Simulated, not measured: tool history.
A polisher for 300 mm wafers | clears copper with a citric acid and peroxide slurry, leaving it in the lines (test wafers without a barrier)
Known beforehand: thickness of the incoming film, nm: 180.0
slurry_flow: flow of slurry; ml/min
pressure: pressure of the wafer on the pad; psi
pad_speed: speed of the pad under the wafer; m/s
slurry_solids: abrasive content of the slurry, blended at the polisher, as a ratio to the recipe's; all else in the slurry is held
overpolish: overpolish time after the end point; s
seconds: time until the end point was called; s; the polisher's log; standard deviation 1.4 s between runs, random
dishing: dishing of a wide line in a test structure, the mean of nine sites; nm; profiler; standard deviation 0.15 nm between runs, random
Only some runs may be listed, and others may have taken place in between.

| run | day | slurry_flow | pressure | pad_speed | slurry_solids | overpolish | seconds | dishing |
|---|---|---|---|---|---|---|---|---|
| 1 | 0.000 | 270 | 3.1 | 0.88 | 1.00 | 21 | 89.842 | 31.7050 |
| 2 | 0.212 | 215 | 3.1 | 0.88 | 1.00 | 21 | 94.550 | 31.2640 |
| 3 | 0.279 | 215 | 3.1 | 0.88 | 0.90 | 21 | 98.119 | 31.1000 |
| 4 | 0.554 | 215 | 3.1 | 1.04 | 0.90 | 21 | 83.448 | 35.8810 |
| 5 | 0.846 | 270 | 2.8 | 1.02 | 1.05 | 17 | 89.240 | 27.8890 |
| 6 | 1.208 | 270 | 2.8 | 0.84 | 1.05 | 17 | 104.400 | 22.9720 |
| 7 | 1.383 | 345 | 3.7 | 0.60 | 1.30 | 7 | 103.120 | 9.9682 |
| 8 | 1.467 | 345 | 4.0 | 0.60 | 1.30 | 7 | 95.815 | 10.6640 |
| 9 | 1.742 | 350 | 4.2 | 0.60 | 1.30 | 7 | 96.570 | 11.2600 |
| 10 | 2.012 | 370 | 4.3 | 0.64 | 1.35 | 7 | 85.363 | 11.9100 |
| 11 | 2.125 | 380 | 4.4 | 0.64 | 1.40 | 7 | 82.632 | 12.5940 |
| 12 | 2.471 | 390 | 4.5 | 0.64 | 1.45 | 7 | 78.003 | 12.9630 |
| 13 | 2.679 | 400 | 4.5 | 0.64 | 1.45 | 7 | 78.678 | 13.0210 |

Run 14, settings as shown, results not yet in. Your forecast:
| 14 | 2.779 | 405 | 4.5 | 0.64 | 1.45 | 7 | ? | ? |

Run 14 measured seconds 82.211 s, dishing 13.0720 nm.

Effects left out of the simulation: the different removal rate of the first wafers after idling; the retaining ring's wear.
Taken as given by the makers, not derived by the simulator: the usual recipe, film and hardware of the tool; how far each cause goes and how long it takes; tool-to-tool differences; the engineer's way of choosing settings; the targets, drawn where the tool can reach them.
